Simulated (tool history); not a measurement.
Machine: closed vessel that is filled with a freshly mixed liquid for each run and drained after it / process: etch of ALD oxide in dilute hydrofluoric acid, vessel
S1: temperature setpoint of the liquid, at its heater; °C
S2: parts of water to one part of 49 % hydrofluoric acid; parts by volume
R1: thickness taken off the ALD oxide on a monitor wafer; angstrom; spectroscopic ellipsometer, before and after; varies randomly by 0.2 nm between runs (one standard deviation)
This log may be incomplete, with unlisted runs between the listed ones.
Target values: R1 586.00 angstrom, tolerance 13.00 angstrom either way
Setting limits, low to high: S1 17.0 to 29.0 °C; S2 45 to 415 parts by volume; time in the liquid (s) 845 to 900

run 1 hour=0.0 | S1=21.0 S2=230 time_in_the_liquid_(s)=845 | R1=500.60
run 2 hour=1.8 | S1=21.0 S2=265 time_in_the_liquid_(s)=845 | R1=421.61
run 3 hour=8.1 | S1=23.0 S2=265 time_in_the_liquid_(s)=845 | R1=451.82
run 4 hour=14.4 | S1=21.0 S2=265 time_in_the_liquid_(s)=845 | R1=420.67
run 5 hour=16.1 | S1=23.0 S2=260 time_in_the_liquid_(s)=845 | R1=463.61
run 6 hour=23.3 | S1=23.0 S2=260 time_in_the_liquid_(s)=845 | R1=462.40
run 7 hour=32.3 | S1=24.5 S2=260 time_in_the_liquid_(s)=845 | R1=488.94
run 8 hour=40.0 | S1=25.5 S2=260 time_in_the_liquid_(s)=845 | R1=506.65

Which of these 4 next moves meets every target?
run A hour=47.7 | S1=26.5 S2=240 time_in_the_liquid_(s)=900 | R1=?
run B hour=47.7 | S1=26.5 S2=250 time_in_the_liquid_(s)=845 | R1=?
run C hour=47.7 | S1=26.0 S2=225 time_in_the_liquid_(s)=845 | R1=?
run D hour=47.7 | S1=24.0 S2=220 time_in_the_liquid_(s)=845 | R1=?

move=A R1=619.29
move=B R1=552.18
move=C R1=619.42
move=D R1=592.64
A: carries the result that was furthest off beyond its target, to the other side
B: closes in on the targets versus the last run, not all within tolerance yet
C: carries the result that was furthest off beyond its target, to the other side
D: all results land within tolerance of their targets
Answer: D
